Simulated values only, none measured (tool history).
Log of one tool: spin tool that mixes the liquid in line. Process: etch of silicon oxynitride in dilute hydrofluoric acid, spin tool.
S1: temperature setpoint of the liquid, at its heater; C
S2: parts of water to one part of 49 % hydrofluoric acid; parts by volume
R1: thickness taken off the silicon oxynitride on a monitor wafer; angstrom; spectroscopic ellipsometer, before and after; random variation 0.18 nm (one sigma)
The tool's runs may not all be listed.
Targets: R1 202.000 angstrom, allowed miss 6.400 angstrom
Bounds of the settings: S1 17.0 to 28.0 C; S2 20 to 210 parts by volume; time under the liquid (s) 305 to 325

run 1 day=0.000 | S1=20.0 S2=115 time_under_the_liquid_(s)=305 | R1=76.772
run 2 day=0.142 | S1=22.5 S2=95 time_under_the_liquid_(s)=305 | R1=108.910
run 3 day=0.504 | S1=24.0 S2=85 time_under_the_liquid_(s)=305 | R1=129.870
run 4 day=0.554 | S1=20.5 S2=85 time_under_the_liquid_(s)=305 | R1=110.890
run 5 day=0.642 | S1=23.5 S2=85 time_under_the_liquid_(s)=305 | R1=124.760
run 6 day=0.912 | S1=25.0 S2=75 time_under_the_liquid_(s)=305 | R1=158.780
run 7 day=0.958 | S1=26.0 S2=75 time_under_the_liquid_(s)=305 | R1=164.060
run 8 day=1.200 | S1=26.5 S2=70 time_under_the_liquid_(s)=305 | R1=181.320
run 9 day=1.354 | S1=27.0 S2=70 time_under_the_liquid_(s)=305 | R1=182.350

Which of these 4 next moves meets every target?
run A day=1.508 | S1=25.5 S2=75 time_under_the_liquid_(s)=305 | R1=?
run B day=1.508 | S1=25.5 S2=60 time_under_the_liquid_(s)=305 | R1=?
run C day=1.508 | S1=28.0 S2=75 time_under_the_liquid_(s)=325 | R1=?
run D day=1.508 | S1=22.0 S2=65 time_under_the_liquid_(s)=305 | R1=?

move=A R1=160.810
move=B R1=203.720
move=C R1=192.680
move=D R1=158.040
A: further off than the last run
B: meets every target
C: nearer than the last run, and not there yet
D: further off than the last run
Answer: B
